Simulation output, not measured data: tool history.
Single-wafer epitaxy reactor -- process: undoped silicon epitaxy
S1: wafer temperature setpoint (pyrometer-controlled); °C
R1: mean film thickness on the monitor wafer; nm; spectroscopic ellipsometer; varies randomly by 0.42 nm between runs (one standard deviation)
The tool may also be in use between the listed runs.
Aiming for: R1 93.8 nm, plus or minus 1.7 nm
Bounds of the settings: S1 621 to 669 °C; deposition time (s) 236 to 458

{"run": 1, "day": 0.0, "S1": 645, "deposition time (s)": 347, "R1": 54.556}
{"run": 2, "day": 0.158, "S1": 648, "deposition time (s)": 348, "R1": 58.076}
{"run": 3, "day": 0.379, "S1": 651, "deposition time (s)": 350, "R1": 63.503}
{"run": 4, "day": 0.521, "S1": 653, "deposition time (s)": 350, "R1": 67.238}
{"run": 5, "day": 0.817, "S1": 655, "deposition time (s)": 350, "R1": 70.01}
{"run": 6, "day": 1.15, "S1": 655, "deposition time (s)": 310, "R1": 62.296}
{"run": 7, "day": 1.5, "S1": 657, "deposition time (s)": 313, "R1": 65.875}
{"run": 8, "day": 1.754, "S1": 659, "deposition time (s)": 316, "R1": 70.024}
{"run": 9, "day": 2.008, "S1": 669, "deposition time (s)": 341, "R1": 96.619}

Which of these 5 next moves meets every target?
{"run": "A", "day": 2.262, "S1": 669, "deposition time (s)": 324, "R1": "?"}
{"run": "B", "day": 2.262, "S1": 667, "deposition time (s)": 329, "R1": "?"}
{"run": "C", "day": 2.262, "S1": 660, "deposition time (s)": 411, "R1": "?"}
{"run": "D", "day": 2.262, "S1": 669, "deposition time (s)": 321, "R1": "?"}
{"run": "E", "day": 2.262, "S1": 666, "deposition time (s)": 380, "R1": "?"}

move=A R1=91.654
move=B R1=88.753
move=C R1=93.731
move=D R1=90.805
move=E R1=100.1
A: takes the biggest miss from the last run beyond its target
B: takes the biggest miss from the last run beyond its target
C: all results land within tolerance of their targets
D: takes the biggest miss from the last run beyond its target
E: misses by more than the last run did
So the answer is move C, the one that meets all the targets.
